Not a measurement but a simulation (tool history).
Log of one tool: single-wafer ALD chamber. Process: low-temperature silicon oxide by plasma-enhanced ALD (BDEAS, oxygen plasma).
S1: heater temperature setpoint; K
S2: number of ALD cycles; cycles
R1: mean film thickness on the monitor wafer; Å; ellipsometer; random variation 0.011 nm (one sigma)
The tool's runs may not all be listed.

{"run": 1, "hour": 0.0, "S1": 378.15, "S2": 21, "R1": 31.03}
{"run": 2, "hour": 3.6, "S1": 388.15, "S2": 21, "R1": 30.678}
{"run": 3, "hour": 5.1, "S1": 397.15, "S2": 21, "R1": 30.029}
{"run": 4, "hour": 12.2, "S1": 397.15, "S2": 20, "R1": 28.482}
{"run": 5, "hour": 16.3, "S1": 398.15, "S2": 19, "R1": 26.983}
{"run": 6, "hour": 17.2, "S1": 399.15, "S2": 18, "R1": 25.669}
{"run": 7, "hour": 24.5, "S1": 400.15, "S2": 18, "R1": 25.513}
{"run": 8, "hour": 28.6, "S1": 401.15, "S2": 17, "R1": 23.928}

Run 9 comes next. What will it give?
{"run": 9, "hour": 37.5, "S1": 400.15, "S2": 17, "R1": "?"}

R1: 24.199 Å
